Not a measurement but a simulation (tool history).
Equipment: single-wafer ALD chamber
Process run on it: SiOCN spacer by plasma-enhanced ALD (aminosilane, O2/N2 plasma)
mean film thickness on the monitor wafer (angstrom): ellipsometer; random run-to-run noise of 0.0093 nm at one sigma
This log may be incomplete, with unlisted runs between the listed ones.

run	hour	heater temperature setpoint (K)	number of ALD cycles (cycles)	mean film thickness on the monitor wafer (angstrom)
1	0.0	673.15	74	40.319
2	8.0	673.15	68	36.884
3	13.5	666.15	68	37.033
4	19.6	666.15	73	39.742
5	25.5	657.15	73	39.689
6	26.5	657.15	70	38.100
7	35.5	657.15	68	37.051

What does the tool deliver on the next run?
8	43.3	657.15	66	?

mean film thickness on the monitor wafer (angstrom): 35.774
